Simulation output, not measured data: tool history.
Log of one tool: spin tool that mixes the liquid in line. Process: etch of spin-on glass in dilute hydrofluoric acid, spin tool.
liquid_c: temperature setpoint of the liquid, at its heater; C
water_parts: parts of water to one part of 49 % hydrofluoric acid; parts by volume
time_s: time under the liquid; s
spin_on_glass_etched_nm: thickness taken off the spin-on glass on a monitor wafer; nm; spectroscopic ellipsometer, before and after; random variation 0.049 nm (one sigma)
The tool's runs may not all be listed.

run	hour	liquid_c	water_parts	time_s	spin_on_glass_etched_nm
1	0	22	245	25	3.1225
2	5.2	22	245	25	3.0752
3	13.8	24	220	25	3.7659
4	15.6	25.5	200	25	4.492
5	24.2	28.5	200	25	5.0404
6	24.9	28.5	135	25	8.0456
7	31.8	27.5	135	25	7.8189
8	38.3	26.5	135	25	7.4808
9	40.8	26	135	25	7.3257

Run 10 comes next. What will it give?
10	42.8	25.5	135	25	?

spin_on_glass_etched_nm: 7.2728 nm
